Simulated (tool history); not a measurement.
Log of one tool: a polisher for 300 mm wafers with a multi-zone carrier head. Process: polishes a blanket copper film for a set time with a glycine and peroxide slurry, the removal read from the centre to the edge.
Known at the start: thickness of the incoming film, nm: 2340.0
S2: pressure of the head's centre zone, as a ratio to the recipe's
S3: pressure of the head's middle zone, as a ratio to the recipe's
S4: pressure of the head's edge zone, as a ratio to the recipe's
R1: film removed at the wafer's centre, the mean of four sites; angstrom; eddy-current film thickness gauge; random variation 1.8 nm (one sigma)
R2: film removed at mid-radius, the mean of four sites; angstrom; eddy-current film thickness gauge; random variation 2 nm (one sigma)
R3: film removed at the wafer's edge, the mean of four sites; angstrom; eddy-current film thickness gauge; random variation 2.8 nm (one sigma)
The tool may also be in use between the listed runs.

{"run": 1, "hour": 0.0, "flow of slurry (ml/min)": 150, "S2": 1, "S3": 1, "S4": 1, "polishing time (s)": 63, "R1": 3901.4, "R2": 3925, "R3": 3914.5}
{"run": 2, "hour": 0.8, "flow of slurry (ml/min)": 145, "S2": 0.97, "S3": 1.01, "S4": 0.95, "polishing time (s)": 57, "R1": 3360.8, "R2": 3540.6, "R3": 3413.6}
{"run": 3, "hour": 4.5, "flow of slurry (ml/min)": 170, "S2": 0.97, "S3": 1.01, "S4": 0.95, "polishing time (s)": 57, "R1": 3466.2, "R2": 3687, "R3": 3502.1}
{"run": 4, "hour": 5.6, "flow of slurry (ml/min)": 145, "S2": 0.97, "S3": 1.01, "S4": 0.95, "polishing time (s)": 57, "R1": 3354.2, "R2": 3518.2, "R3": 3398.1}
{"run": 5, "hour": 12.4, "flow of slurry (ml/min)": 140, "S2": 0.95, "S3": 1.02, "S4": 0.91, "polishing time (s)": 54, "R1": 3080.7, "R2": 3333.6, "R3": 3211.5}
{"run": 6, "hour": 18.6, "flow of slurry (ml/min)": 140, "S2": 0.95, "S3": 1.02, "S4": 1, "polishing time (s)": 54, "R1": 3111.9, "R2": 3343.8, "R3": 3269.6}
{"run": 7, "hour": 23.4, "flow of slurry (ml/min)": 140, "S2": 0.94, "S3": 1.03, "S4": 0.96, "polishing time (s)": 51, "R1": 2889.2, "R2": 3215.8, "R3": 3037.8}
{"run": 8, "hour": 31.4, "flow of slurry (ml/min)": 135, "S2": 0.94, "S3": 1.04, "S4": 0.93, "polishing time (s)": 49, "R1": 2699.4, "R2": 3095.1, "R3": 2866.3}
{"run": 9, "hour": 33.9, "flow of slurry (ml/min)": 125, "S2": 0.95, "S3": 1.04, "S4": 0.91, "polishing time (s)": 48, "R1": 2695.1, "R2": 2945.5, "R3": 2758.7}

Run 10 comes next. What will it give?
{"run": 10, "hour": 39.7, "flow of slurry (ml/min)": 115, "S2": 0.94, "S3": 1.05, "S4": 0.89, "polishing time (s)": 48, "R1": "?", "R2": "?", "R3": "?"}

{"run 10": {"R1": 2589.7, "R2": 2920.7, "R3": 2700.9}}
